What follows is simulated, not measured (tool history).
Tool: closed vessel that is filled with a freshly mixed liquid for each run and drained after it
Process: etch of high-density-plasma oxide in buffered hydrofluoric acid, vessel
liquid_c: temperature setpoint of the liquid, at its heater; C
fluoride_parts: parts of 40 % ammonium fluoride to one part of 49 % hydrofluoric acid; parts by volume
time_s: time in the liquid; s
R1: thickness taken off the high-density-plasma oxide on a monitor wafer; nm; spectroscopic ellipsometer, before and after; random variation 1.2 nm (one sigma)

run 1 hour=0 | liquid_c=20 fluoride_parts=19.5 time_s=95 | R1=56.893
run 2 hour=2.2 | liquid_c=20 fluoride_parts=19.5 time_s=105 | R1=63.247
run 3 hour=3.2 | liquid_c=21.5 fluoride_parts=18 time_s=105 | R1=73.896
run 4 hour=11.3 | liquid_c=21.5 fluoride_parts=13 time_s=105 | R1=104.23
run 5 hour=17.7 | liquid_c=21.5 fluoride_parts=13 time_s=95 | R1=93.005
run 6 hour=22.4 | liquid_c=21.5 fluoride_parts=13 time_s=105 | R1=103.45

Forecast run 7:
run 7 hour=30.6 | liquid_c=22.5 fluoride_parts=13 time_s=105 | R1=?

Run 7 gave R1 109.06 nm.
